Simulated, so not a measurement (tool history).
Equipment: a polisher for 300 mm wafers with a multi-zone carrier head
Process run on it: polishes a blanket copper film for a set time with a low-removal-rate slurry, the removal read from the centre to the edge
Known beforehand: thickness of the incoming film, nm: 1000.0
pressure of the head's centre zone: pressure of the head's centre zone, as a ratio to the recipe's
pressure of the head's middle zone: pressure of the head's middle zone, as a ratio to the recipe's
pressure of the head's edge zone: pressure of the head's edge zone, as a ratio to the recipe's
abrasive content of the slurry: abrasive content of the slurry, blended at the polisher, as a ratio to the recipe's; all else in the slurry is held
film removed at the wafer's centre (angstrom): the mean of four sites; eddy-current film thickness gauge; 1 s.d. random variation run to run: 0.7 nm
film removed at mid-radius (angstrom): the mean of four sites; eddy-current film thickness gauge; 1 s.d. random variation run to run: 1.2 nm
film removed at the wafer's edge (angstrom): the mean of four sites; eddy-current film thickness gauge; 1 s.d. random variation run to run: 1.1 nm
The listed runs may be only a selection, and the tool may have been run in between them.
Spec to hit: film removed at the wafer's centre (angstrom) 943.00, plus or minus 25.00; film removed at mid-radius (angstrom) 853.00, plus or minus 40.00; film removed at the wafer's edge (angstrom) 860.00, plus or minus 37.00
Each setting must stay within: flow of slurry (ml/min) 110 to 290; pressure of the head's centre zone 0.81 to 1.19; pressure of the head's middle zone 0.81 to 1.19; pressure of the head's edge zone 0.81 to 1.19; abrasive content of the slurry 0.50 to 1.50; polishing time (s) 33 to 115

| run | hour | flow of slurry (ml/min) | pressure of the head's centre zone | pressure of the head's middle zone | pressure of the head's edge zone | abrasive content of the slurry | polishing time (s) | film removed at the wafer's centre (angstrom) | film removed at mid-radius (angstrom) | film removed at the wafer's edge (angstrom) |
|---|---|---|---|---|---|---|---|---|---|---|
| 1 | 0.0 | 185 | 1.00 | 1.00 | 1.00 | 1.00 | 73 | 1515.30 | 1570.90 | 1573.30 |
| 2 | 5.2 | 205 | 1.00 | 1.00 | 1.00 | 1.00 | 73 | 1528.40 | 1605.80 | 1554.40 |
| 3 | 10.5 | 205 | 1.00 | 1.00 | 1.00 | 1.00 | 84 | 1773.30 | 1828.80 | 1770.40 |
| 4 | 16.5 | 220 | 1.02 | 0.95 | 0.96 | 0.85 | 68 | 1426.40 | 1376.10 | 1393.80 |
| 5 | 22.9 | 235 | 1.03 | 0.94 | 0.92 | 0.75 | 58 | 1217.00 | 1145.60 | 1132.80 |
| 6 | 24.8 | 270 | 1.03 | 0.94 | 0.92 | 0.75 | 58 | 1247.00 | 1186.70 | 1143.10 |
| 7 | 29.5 | 275 | 1.02 | 0.91 | 0.90 | 0.65 | 54 | 1119.10 | 1045.10 | 1050.60 |
| 8 | 30.9 | 225 | 1.04 | 0.89 | 0.81 | 0.50 | 47 | 918.74 | 831.78 | 807.32 |

Which one of the following 4 next-run settings gets every result inside its allowed miss? There is exactly one.
| A | 32.3 | 235 | 1.01 | 0.87 | 0.83 | 0.50 | 49 | ? | ? | ? |
| B | 32.3 | 190 | 1.18 | 0.84 | 0.81 | 0.50 | 45 | ? | ? | ? |
| C | 32.3 | 230 | 0.99 | 0.88 | 0.87 | 0.55 | 46 | ? | ? | ? |
| D | 32.3 | 255 | 1.06 | 0.97 | 0.81 | 0.50 | 44 | ? | ? | ? |

| move | film removed at the wafer's centre (angstrom) | film removed at mid-radius (angstrom) | film removed at the wafer's edge (angstrom) |
|---|---|---|---|
| A | 951.34 | 863.03 | 867.65 |
| B | 964.08 | 746.42 | 771.03 |
| C | 888.36 | 827.58 | 842.14 |
| D | 900.48 | 856.78 | 775.60 |
A: meets every target
B: misses by more than the last run did
C: meets the target for the result that was furthest off, but another lies outside its allowed miss
D: misses by more than the last run did
A meets every target.

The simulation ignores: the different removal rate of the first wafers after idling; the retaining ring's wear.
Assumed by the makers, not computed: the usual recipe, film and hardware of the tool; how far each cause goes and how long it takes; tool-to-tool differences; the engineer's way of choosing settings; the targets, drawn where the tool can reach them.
